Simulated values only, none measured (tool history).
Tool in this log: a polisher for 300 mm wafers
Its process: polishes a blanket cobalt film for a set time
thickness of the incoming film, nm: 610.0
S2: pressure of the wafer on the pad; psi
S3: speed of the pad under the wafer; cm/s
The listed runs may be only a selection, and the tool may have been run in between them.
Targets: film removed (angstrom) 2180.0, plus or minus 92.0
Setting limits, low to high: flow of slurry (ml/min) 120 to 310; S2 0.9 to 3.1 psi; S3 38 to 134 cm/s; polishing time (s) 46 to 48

{"run": 1, "hour": 0.0, "flow of slurry (ml/min)": 200, "S2": 2.0, "S3": 86, "polishing time (s)": 46, "film removed (angstrom)": 1543.3}
{"run": 2, "hour": 2.1, "flow of slurry (ml/min)": 245, "S2": 2.0, "S3": 86, "polishing time (s)": 46, "film removed (angstrom)": 1579.6}
{"run": 3, "hour": 10.1, "flow of slurry (ml/min)": 245, "S2": 2.0, "S3": 86, "polishing time (s)": 46, "film removed (angstrom)": 1618.0}
{"run": 4, "hour": 15.2, "flow of slurry (ml/min)": 250, "S2": 2.2, "S3": 86, "polishing time (s)": 46, "film removed (angstrom)": 1709.6}
{"run": 5, "hour": 19.5, "flow of slurry (ml/min)": 250, "S2": 2.2, "S3": 86, "polishing time (s)": 46, "film removed (angstrom)": 1740.8}
{"run": 6, "hour": 24.8, "flow of slurry (ml/min)": 250, "S2": 2.2, "S3": 86, "polishing time (s)": 46, "film removed (angstrom)": 1732.5}
{"run": 7, "hour": 33.6, "flow of slurry (ml/min)": 250, "S2": 2.4, "S3": 86, "polishing time (s)": 46, "film removed (angstrom)": 1814.7}
{"hour": 41.2, "done": "slurry nozzle cleaned"}
{"run": 8, "hour": 41.2, "flow of slurry (ml/min)": 250, "S2": 2.6, "S3": 86, "polishing time (s)": 46, "film removed (angstrom)": 2016.4}

Which of these 5 next moves meets every target?
{"run": "A", "hour": 48.8, "flow of slurry (ml/min)": 165, "S2": 2.3, "S3": 90, "polishing time (s)": 46, "film removed (angstrom)": "?"}
{"run": "B", "hour": 48.8, "flow of slurry (ml/min)": 240, "S2": 2.5, "S3": 88, "polishing time (s)": 46, "film removed (angstrom)": "?"}
{"run": "C", "hour": 48.8, "flow of slurry (ml/min)": 220, "S2": 2.7, "S3": 88, "polishing time (s)": 46, "film removed (angstrom)": "?"}
{"run": "D", "hour": 48.8, "flow of slurry (ml/min)": 240, "S2": 2.3, "S3": 88, "polishing time (s)": 46, "film removed (angstrom)": "?"}
{"run": "E", "hour": 48.8, "flow of slurry (ml/min)": 240, "S2": 2.5, "S3": 82, "polishing time (s)": 48, "film removed (angstrom)": "?"}

move=A film_removed_(angstrom)=1832.8
move=B film_removed_(angstrom)=2011.8
move=C film_removed_(angstrom)=2134.7
move=D film_removed_(angstrom)=1869.9
move=E film_removed_(angstrom)=1960.3
A: the biggest miss grows against the last run
B: just as far off the targets as the last run
C: all results in spec
D: the biggest miss grows against the last run
E: the biggest miss grows against the last run
C meets every target.
